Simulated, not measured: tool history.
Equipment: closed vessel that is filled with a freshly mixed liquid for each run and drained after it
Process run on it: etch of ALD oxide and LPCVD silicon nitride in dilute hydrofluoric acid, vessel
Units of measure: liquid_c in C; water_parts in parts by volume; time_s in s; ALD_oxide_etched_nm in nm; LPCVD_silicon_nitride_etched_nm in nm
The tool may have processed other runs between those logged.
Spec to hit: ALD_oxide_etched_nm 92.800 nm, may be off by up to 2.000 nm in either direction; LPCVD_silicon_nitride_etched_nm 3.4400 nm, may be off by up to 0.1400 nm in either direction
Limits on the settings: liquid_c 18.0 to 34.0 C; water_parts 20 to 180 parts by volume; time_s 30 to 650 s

| run | hour | liquid_c | water_parts | time_s | ALD_oxide_etched_nm | LPCVD_silicon_nitride_etched_nm |
|---|---|---|---|---|---|---|
| 1 | 0.0 | 26.0 | 100 | 330 | 52.583 | 2.0827 |
| 2 | 1.5 | 26.0 | 90 | 325 | 58.485 | 2.2892 |
| 3 | 6.2 | 23.0 | 90 | 325 | 52.104 | 1.8799 |
| 4 | 9.0 | 24.0 | 80 | 320 | 61.371 | 2.1967 |
| 5 | 15.1 | 24.0 | 80 | 210 | 40.213 | 1.4484 |
| 6 | 16.7 | 25.0 | 70 | 205 | 47.486 | 1.7180 |
| 7 | 18.8 | 26.0 | 60 | 200 | 56.323 | 2.1095 |
| 8 | 25.6 | 26.5 | 50 | 195 | 68.365 | 2.5337 |
| 9 | 33.8 | 27.0 | 45 | 190 | 75.650 | 2.8113 |
| 10 | 39.4 | 27.5 | 40 | 185 | 84.679 | 3.1574 |
| 11 | 46.6 | 28.0 | 35 | 180 | 98.272 | 3.7000 |
| 12 | 51.5 | 27.5 | 35 | 180 | 96.317 | 3.5792 |

Exercise: of the 4 proposed moves below, exactly one satisfies all targets within the stated allowed misses. Which move is it?
| A | 56.4 | 28.0 | 50 | 260 | ? | ? |
| B | 56.4 | 28.0 | 40 | 205 | ? | ? |
| C | 56.4 | 29.5 | 20 | 90 | ? | ? |
| D | 56.4 | 29.0 | 60 | 305 | ? | ? |

| move | ALD_oxide_etched_nm | LPCVD_silicon_nitride_etched_nm |
|---|---|---|
| A | 97.296 | 3.7107 |
| B | 97.316 | 3.6432 |
| C | 93.621 | 3.4573 |
| D | 97.504 | 3.8792 |
A: its largest miss is bigger than the last run's
B: its largest miss is bigger than the last run's
C: meets every target
D: its largest miss is bigger than the last run's
Go with C: it meets all targets.

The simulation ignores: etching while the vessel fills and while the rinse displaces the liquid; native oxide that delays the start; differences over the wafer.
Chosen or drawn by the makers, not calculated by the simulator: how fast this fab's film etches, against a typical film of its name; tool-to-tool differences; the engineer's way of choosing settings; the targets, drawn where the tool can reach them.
